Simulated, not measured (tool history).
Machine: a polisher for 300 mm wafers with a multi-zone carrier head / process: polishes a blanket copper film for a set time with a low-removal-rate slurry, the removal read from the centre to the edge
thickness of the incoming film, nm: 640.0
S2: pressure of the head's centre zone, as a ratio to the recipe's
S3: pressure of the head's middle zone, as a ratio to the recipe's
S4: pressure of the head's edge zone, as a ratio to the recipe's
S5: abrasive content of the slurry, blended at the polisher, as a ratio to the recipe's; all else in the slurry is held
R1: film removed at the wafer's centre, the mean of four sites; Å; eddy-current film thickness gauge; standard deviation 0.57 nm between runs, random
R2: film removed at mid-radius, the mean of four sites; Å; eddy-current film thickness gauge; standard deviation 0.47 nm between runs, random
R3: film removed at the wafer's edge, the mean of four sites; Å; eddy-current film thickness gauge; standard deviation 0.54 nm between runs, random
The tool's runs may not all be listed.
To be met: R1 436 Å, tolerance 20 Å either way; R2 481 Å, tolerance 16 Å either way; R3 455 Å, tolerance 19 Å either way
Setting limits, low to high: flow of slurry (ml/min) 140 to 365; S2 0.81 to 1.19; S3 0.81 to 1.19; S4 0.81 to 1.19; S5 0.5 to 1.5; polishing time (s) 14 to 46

run 1 hour=0 | flow_of_slurry_(ml/min)=235 S2=1 S3=1 S4=1 S5=1 polishing_time_(s)=30 | R1=815.59 R2=832.98 R3=790.56
run 2 hour=1.2 | flow_of_slurry_(ml/min)=235 S2=1.07 S3=1 S4=1 S5=1 polishing_time_(s)=30 | R1=871.78 R2=831.03 R3=806.35
run 3 hour=8.3 | flow_of_slurry_(ml/min)=230 S2=1.05 S3=0.99 S4=0.99 S5=0.95 polishing_time_(s)=29 | R1=829.13 R2=780.51 R3=774.26
run 4 hour=16.2 | flow_of_slurry_(ml/min)=230 S2=1.1 S3=0.99 S4=0.99 S5=0.95 polishing_time_(s)=29 | R1=848.03 R2=787.27 R3=766.38
run 5 hour=18.6 | flow_of_slurry_(ml/min)=230 S2=1.08 S3=0.99 S4=0.98 S5=0.9 polishing_time_(s)=28 | R1=811.24 R2=740.48 R3=722.76
run 6 hour=25.5 | flow_of_slurry_(ml/min)=265 S2=1.08 S3=0.99 S4=0.98 S5=0.9 polishing_time_(s)=28 | R1=822.37 R2=754.25 R3=732.5
run 7 hour=28 | flow_of_slurry_(ml/min)=260 S2=1.05 S3=0.99 S4=0.98 S5=0.85 polishing_time_(s)=27 | R1=769.39 R2=733.71 R3=703.41
run 8 hour=35.2 | flow_of_slurry_(ml/min)=230 S2=0.95 S3=0.89 S4=0.9 S5=0.6 polishing_time_(s)=19 | R1=447.5 R2=429.72 R3=443.27

5 next moves are on the table. One of them brings every result within its allowed miss. Which?
run A hour=42.4 | flow_of_slurry_(ml/min)=250 S2=1.06 S3=0.81 S4=1.02 S5=0.6 polishing_time_(s)=18 | R1=? R2=? R3=?
run B hour=42.4 | flow_of_slurry_(ml/min)=230 S2=0.9 S3=0.97 S4=0.93 S5=0.7 polishing_time_(s)=19 | R1=? R2=? R3=?
run C hour=42.4 | flow_of_slurry_(ml/min)=200 S2=1 S3=0.95 S4=0.81 S5=0.55 polishing_time_(s)=20 | R1=? R2=? R3=?
run D hour=42.4 | flow_of_slurry_(ml/min)=170 S2=0.96 S3=0.83 S4=0.94 S5=0.5 polishing_time_(s)=20 | R1=? R2=? R3=?
run E hour=42.4 | flow_of_slurry_(ml/min)=250 S2=0.86 S3=1 S4=0.91 S5=0.6 polishing_time_(s)=20 | R1=? R2=? R3=?

move=A R1=471.94 R2=386.38 R3=438.92
move=B R1=428.67 R2=480.98 R3=450.26
move=C R1=471.3 R2=468.34 R3=421.78
move=D R1=431.22 R2=401.06 R3=435.94
move=E R1=425.29 R2=511.94 R3=460.89
A: its largest miss is bigger than the last run's
B: meets every target
C: meets the target for the result that was furthest off, but another lies outside its allowed miss
D: its largest miss is bigger than the last run's
E: takes the result that was furthest off past its target
So the answer is move B, the one that meets all the targets.

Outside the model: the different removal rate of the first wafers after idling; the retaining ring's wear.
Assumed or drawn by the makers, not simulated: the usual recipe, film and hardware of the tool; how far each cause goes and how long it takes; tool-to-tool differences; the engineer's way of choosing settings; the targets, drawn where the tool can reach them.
